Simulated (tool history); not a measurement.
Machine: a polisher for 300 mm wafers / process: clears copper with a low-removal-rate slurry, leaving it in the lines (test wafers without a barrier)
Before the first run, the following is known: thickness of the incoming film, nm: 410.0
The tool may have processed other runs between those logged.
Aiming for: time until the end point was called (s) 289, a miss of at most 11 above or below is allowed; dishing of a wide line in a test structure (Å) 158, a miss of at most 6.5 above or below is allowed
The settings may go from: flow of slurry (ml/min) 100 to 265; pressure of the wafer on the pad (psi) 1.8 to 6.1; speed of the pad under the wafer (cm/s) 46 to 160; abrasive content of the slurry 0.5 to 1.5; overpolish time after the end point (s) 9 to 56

run	hour	flow of slurry (ml/min)	pressure of the wafer on the pad (psi)	speed of the pad under the wafer (cm/s)	abrasive content of the slurry	overpolish time after the end point (s)	time until the end point was called (s)	dishing of a wide line in a test structure (Å)
1	0	170	3.9	102	1	29	113.19	175.69
2	3.5	170	3.9	102	1	19	114.44	173.11
3	5.2	170	3.9	116	1	19	100.89	175.47
4	6.6	170	3.6	110	1	18	114.47	168.85
5	11.9	165	3.4	102	1	22	129.16	171.85
6	16.2	165	3.2	96	1	20	147.29	163.73
7	20.4	160	3	92	1	24	165.02	166.42
8	22.1	155	2.8	90	1	25	178.33	164.16
9	30.5	150	2.7	88	1	26	192.19	165
10	32.5	145	2.6	86	1	26	200.47	162.74
11	33.8	140	2.5	84	1	27	214.1	158.98
12	36.4	140	2.4	82	1	29	230.75	158.28
13	44.6	145	2.3	82	1	31	240.82	160.29
14	50.1	145	2.2	82	1	31	250.81	159.25
15	58.1	150	2	82	1	32	268.98	154.88
16	60.6	145	2	82	1	33	271.82	157.51
17	61.2	145	2	82	1	34	272.97	157.01
18	67.4	145	2	82	1	34	270.14	155.52

5 next moves are on the table. One of them brings every result within its allowed miss. Which?
A	73.6	110	1.9	94	1	33	?	?
B	73.6	105	2.3	76	1.05	33	?	?
C	73.6	160	3.1	58	0.9	32	?	?
D	73.6	120	3.2	48	0.9	37	?	?
E	73.6	140	2	80	0.95	37	?	?

move	time until the end point was called (s)	dishing of a wide line in a test structure (Å)
A	259.11	159.76
B	264.08	160.56
C	251.59	163.29
D	303.74	161.65
E	282.08	161.31
A: further off than the last run
B: further off than the last run
C: further off than the last run
D: takes the biggest miss from the last run beyond its target
E: hits every target within its allowed miss
So the answer is move E, the one that meets all the targets.
